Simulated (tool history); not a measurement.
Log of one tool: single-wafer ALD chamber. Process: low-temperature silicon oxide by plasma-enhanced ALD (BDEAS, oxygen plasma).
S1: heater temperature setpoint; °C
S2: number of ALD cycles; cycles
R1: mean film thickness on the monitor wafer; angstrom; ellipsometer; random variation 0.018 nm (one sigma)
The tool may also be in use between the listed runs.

{"run": 1, "hour": 0.0, "S1": 105, "S2": 32, "R1": 47.293}
{"run": 2, "hour": 3.8, "S1": 102, "S2": 33, "R1": 49.105}
{"run": 3, "hour": 9.9, "S1": 102, "S2": 35, "R1": 52.23}
{"run": 4, "hour": 17.1, "S1": 101, "S2": 36, "R1": 54.103}
{"run": 5, "hour": 20.5, "S1": 110, "S2": 36, "R1": 52.761}
{"run": 6, "hour": 21.5, "S1": 105, "S2": 36, "R1": 53.524}

The next listed run, before its measurement:
{"run": 7, "hour": 29.6, "S1": 101, "S2": 36, "R1": "?"}

Run 7 gave R1 54.051 angstrom.
